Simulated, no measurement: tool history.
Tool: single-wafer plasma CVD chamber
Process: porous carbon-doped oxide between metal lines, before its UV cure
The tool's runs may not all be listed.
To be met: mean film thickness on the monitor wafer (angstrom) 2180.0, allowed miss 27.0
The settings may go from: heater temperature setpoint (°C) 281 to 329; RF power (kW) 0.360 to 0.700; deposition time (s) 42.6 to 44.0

run,hour,heater temperature setpoint (°C),RF power (kW),deposition time (s),mean film thickness on the monitor wafer (angstrom)
1,0.0,305,0.530,42.6,2406.6
2,8.8,310,0.530,42.6,2343.5
3,15.6,301,0.530,42.6,2477.0
4,24.1,291,0.530,42.6,2610.7
5,27.5,296,0.530,42.6,2538.3
6,33.5,290,0.530,42.6,2604.3
7,40.2,302,0.505,42.6,2357.8
8,44.6,306,0.505,42.6,2302.6
9,46.6,309,0.505,42.6,2279.7
10,49.8,311,0.505,42.6,2249.4
11,51.8,313,0.505,42.6,2230.2
12,57.2,314,0.505,42.6,2215.2

Which of these 4 next moves meets every target?
A,62.6,314,0.490,44.0,?
B,62.6,313,0.470,44.0,?
C,62.6,316,0.475,43.0,?
D,62.6,319,0.505,44.0,?

move,mean film thickness on the monitor wafer (angstrom)
A,2231.7
B,2168.3
C,2106.9
D,2230.9
A: further off than the last run
B: meets every target
C: takes the result that was furthest off past its target
D: further off than the last run
Move B is the one to make.

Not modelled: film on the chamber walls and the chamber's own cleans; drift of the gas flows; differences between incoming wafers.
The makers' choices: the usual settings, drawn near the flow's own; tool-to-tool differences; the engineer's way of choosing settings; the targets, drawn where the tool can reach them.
